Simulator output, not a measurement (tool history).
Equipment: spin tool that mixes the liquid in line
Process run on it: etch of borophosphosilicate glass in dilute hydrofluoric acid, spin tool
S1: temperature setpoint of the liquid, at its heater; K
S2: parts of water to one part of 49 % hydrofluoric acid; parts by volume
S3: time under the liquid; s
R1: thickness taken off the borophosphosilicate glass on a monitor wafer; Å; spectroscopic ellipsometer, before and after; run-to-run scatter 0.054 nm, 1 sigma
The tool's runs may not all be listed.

run	hour	S1	S2	S3	R1
1	0	295.15	210	70	89.119
2	2.4	295.15	210	50	65.031
3	9.3	294.65	210	50	63.462
4	14.7	294.15	210	50	62.369
5	18.8	297.65	210	50	70.355
6	20.4	297.65	210	70	96.798
7	29.4	295.65	215	70	88.484
8	37.1	294.15	230	70	76.989
9	42	293.15	245	70	69.34
10	49.9	292.15	250	70	66.273
11	58.7	291.65	255	70	63.102

Expected results for the next run?
12	67	291.15	255	70	?

{"run 12": {"R1": 61.762}}
